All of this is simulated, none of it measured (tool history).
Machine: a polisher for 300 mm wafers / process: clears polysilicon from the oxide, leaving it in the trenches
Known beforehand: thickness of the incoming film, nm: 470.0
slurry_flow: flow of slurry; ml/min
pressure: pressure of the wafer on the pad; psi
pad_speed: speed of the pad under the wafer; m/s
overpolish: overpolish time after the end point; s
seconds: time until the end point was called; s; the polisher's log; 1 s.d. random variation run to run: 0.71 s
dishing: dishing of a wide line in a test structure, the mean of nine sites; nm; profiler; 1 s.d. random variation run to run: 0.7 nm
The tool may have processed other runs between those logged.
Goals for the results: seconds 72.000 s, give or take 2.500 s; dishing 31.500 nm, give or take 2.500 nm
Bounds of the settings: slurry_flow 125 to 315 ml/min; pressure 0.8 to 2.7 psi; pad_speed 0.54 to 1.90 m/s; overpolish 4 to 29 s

| run | hour | slurry_flow | pressure | pad_speed | overpolish | seconds | dishing |
|---|---|---|---|---|---|---|---|
| 1 | 0.0 | 205 | 1.7 | 1.22 | 15 | 51.444 | 79.322 |
| 2 | 0.7 | 205 | 1.7 | 1.40 | 15 | 46.733 | 82.112 |
| 3 | 9.3 | 195 | 1.5 | 1.42 | 13 | 52.465 | 73.761 |
| 4 | 12.0 | 180 | 1.4 | 1.46 | 11 | 55.628 | 64.041 |
| 5 | 13.0 | 180 | 1.4 | 1.46 | 7 | 55.255 | 48.222 |
| 6 | 21.5 | 180 | 1.4 | 1.46 | 10 | 54.969 | 63.268 |
| 7 | 25.1 | 205 | 1.4 | 1.38 | 9 | 57.269 | 56.905 |
| 8 | 28.4 | 190 | 1.4 | 1.30 | 8 | 59.723 | 52.435 |
| 9 | 31.9 | 180 | 1.4 | 1.22 | 7 | 63.839 | 45.998 |
| 10 | 33.1 | 125 | 1.7 | 0.88 | 4 | 71.180 | 25.881 |
| 11 | 41.0 | 125 | 1.7 | 0.88 | 4 | 71.651 | 26.791 |
| 12 | 48.5 | 130 | 1.7 | 0.88 | 4 | 72.440 | 26.590 |
| 13 | 54.7 | 135 | 1.7 | 0.88 | 4 | 71.018 | 26.219 |
| 14 | 56.7 | 140 | 1.7 | 0.90 | 5 | 68.216 | 33.530 |

Exactly one of the 5 candidate moves below puts every result within its allowed miss. Which one?
| A | 58.7 | 155 | 1.7 | 0.94 | 5 | ? | ? |
| B | 58.7 | 125 | 2.1 | 0.78 | 5 | ? | ? |
| C | 58.7 | 130 | 1.8 | 0.96 | 4 | ? | ? |
| D | 58.7 | 125 | 1.6 | 0.96 | 5 | ? | ? |
| E | 58.7 | 135 | 1.5 | 0.94 | 7 | ? | ? |

| move | seconds | dishing |
|---|---|---|
| A | 64.962 | 33.469 |
| B | 62.828 | 34.373 |
| C | 62.826 | 28.657 |
| D | 70.852 | 31.198 |
| E | 75.105 | 38.881 |
A: moves away from the targets compared with the last run
B: moves away from the targets compared with the last run
C: moves away from the targets compared with the last run
D: each result inside its tolerance
E: pushes the last run's worst result past its target
D is the move that brings every result within its allowed miss.
